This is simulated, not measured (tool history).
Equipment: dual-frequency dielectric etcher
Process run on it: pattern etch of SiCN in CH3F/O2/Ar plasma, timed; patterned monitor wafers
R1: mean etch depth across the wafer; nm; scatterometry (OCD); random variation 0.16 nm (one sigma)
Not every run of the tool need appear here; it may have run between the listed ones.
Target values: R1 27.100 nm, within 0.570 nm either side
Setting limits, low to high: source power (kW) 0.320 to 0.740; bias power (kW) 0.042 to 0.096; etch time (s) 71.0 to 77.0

{"run": 1, "hour": 0.0, "source power (kW)": 0.53, "bias power (kW)": 0.069, "etch time (s)": 77.0, "R1": 30.831}
{"run": 2, "hour": 6.7, "source power (kW)": 0.49, "bias power (kW)": 0.068, "etch time (s)": 77.0, "R1": 30.064}
{"run": 3, "hour": 8.2, "source power (kW)": 0.45, "bias power (kW)": 0.066, "etch time (s)": 77.0, "R1": 28.559}
{"run": 4, "hour": 15.0, "source power (kW)": 0.43, "bias power (kW)": 0.066, "etch time (s)": 77.0, "R1": 28.113}
{"run": 5, "hour": 15.9, "source power (kW)": 0.42, "bias power (kW)": 0.066, "etch time (s)": 77.0, "R1": 28.155}
{"run": 6, "hour": 22.9, "source power (kW)": 0.42, "bias power (kW)": 0.075, "etch time (s)": 77.0, "R1": 28.893}
{"run": 7, "hour": 31.1, "source power (kW)": 0.4, "bias power (kW)": 0.074, "etch time (s)": 77.0, "R1": 28.368}
{"run": 8, "hour": 36.2, "source power (kW)": 0.39, "bias power (kW)": 0.074, "etch time (s)": 77.0, "R1": 28.304}
{"run": 9, "hour": 39.0, "source power (kW)": 0.38, "bias power (kW)": 0.074, "etch time (s)": 77.0, "R1": 27.995}

4 next moves are on the table. One of them brings every result within its allowed miss. Which?
{"run": "A", "hour": 41.8, "source power (kW)": 0.36, "bias power (kW)": 0.071, "etch time (s)": 73.5, "R1": "?"}
{"run": "B", "hour": 41.8, "source power (kW)": 0.41, "bias power (kW)": 0.07, "etch time (s)": 71.0, "R1": "?"}
{"run": "C", "hour": 41.8, "source power (kW)": 0.35, "bias power (kW)": 0.078, "etch time (s)": 76.0, "R1": "?"}
{"run": "D", "hour": 41.8, "source power (kW)": 0.37, "bias power (kW)": 0.081, "etch time (s)": 71.0, "R1": "?"}

move=A R1=25.851
move=B R1=26.178
move=C R1=27.261
move=D R1=26.363
A: moves the result that the last run missed by most past its target, out the other side
B: moves the result that the last run missed by most past its target, out the other side
C: hits every target within its allowed miss
D: moves the result that the last run missed by most past its target, out the other side
C is the move that brings every result within its allowed miss.
